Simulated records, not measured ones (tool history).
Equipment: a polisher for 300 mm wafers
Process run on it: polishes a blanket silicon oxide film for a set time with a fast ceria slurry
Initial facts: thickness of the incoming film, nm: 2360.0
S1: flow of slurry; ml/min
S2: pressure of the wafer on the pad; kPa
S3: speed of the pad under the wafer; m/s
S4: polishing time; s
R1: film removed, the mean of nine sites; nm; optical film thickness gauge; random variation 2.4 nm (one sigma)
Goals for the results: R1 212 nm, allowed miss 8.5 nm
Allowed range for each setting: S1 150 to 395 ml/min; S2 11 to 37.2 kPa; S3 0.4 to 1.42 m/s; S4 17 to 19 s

| run | hour | S1 | S2 | S3 | S4 | R1 |
|---|---|---|---|---|---|---|
| 1 | 0 | 250 | 24.1 | 0.9 | 19 | 287.84 |
| 2 | 3.8 | 250 | 20 | 0.9 | 19 | 244.89 |
| 3 | 5.9 | 290 | 20 | 0.9 | 19 | 241.34 |
| 4 | 9.6 | 290 | 20 | 0.82 | 19 | 224.8 |
| 5 | 16.1 | 290 | 24.8 | 0.82 | 19 | 273.21 |
| 6 | 22.5 | 235 | 24.8 | 0.82 | 19 | 270.33 |
| 7 | 24 | 235 | 17.9 | 0.8 | 19 | 199.83 |
| 8 | 30.7 | 235 | 18.6 | 0.8 | 19 | 200.99 |

Next run, 5 choices. One meets every target within its allowed miss, the rest don't. Which?
| A | 37.4 | 240 | 17.9 | 0.8 | 18 | ? |
| B | 37.4 | 225 | 29 | 0.52 | 17 | ? |
| C | 37.4 | 310 | 13.1 | 1.02 | 19 | ? |
| D | 37.4 | 245 | 19.3 | 0.84 | 18 | ? |
| E | 37.4 | 235 | 17.9 | 0.78 | 19 | ? |

| move | R1 |
|---|---|
| A | 186.77 |
| B | 191.42 |
| C | 188.34 |
| D | 209.03 |
| E | 192.45 |
A: the biggest miss grows against the last run
B: the biggest miss grows against the last run
C: the biggest miss grows against the last run
D: meets every target
E: the biggest miss grows against the last run
Answer: D
